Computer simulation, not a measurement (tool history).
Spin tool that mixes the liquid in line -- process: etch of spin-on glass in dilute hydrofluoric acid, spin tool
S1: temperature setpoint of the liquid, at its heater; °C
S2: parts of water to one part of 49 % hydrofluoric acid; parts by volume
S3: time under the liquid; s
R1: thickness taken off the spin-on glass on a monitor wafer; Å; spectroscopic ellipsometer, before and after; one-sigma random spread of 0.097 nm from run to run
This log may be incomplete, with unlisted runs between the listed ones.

run 1 hour=0.0 | S1=25.0 S2=220 S3=50 | R1=90.605
run 2 hour=3.4 | S1=26.5 S2=220 S3=50 | R1=94.991
run 3 hour=5.5 | S1=28.0 S2=220 S3=50 | R1=100.920
run 4 hour=14.1 | S1=29.0 S2=220 S3=50 | R1=103.240
run 5 hour=22.5 | S1=29.0 S2=145 S3=50 | R1=172.450
run 6 hour=29.5 | S1=29.0 S2=220 S3=50 | R1=102.030
run 7 hour=30.0 | S1=33.0 S2=215 S3=50 | R1=120.580

What will run 8 give?
run 8 hour=32.1 | S1=32.5 S2=215 S3=50 | R1=?

{"run 8": {"R1": 120.45}}
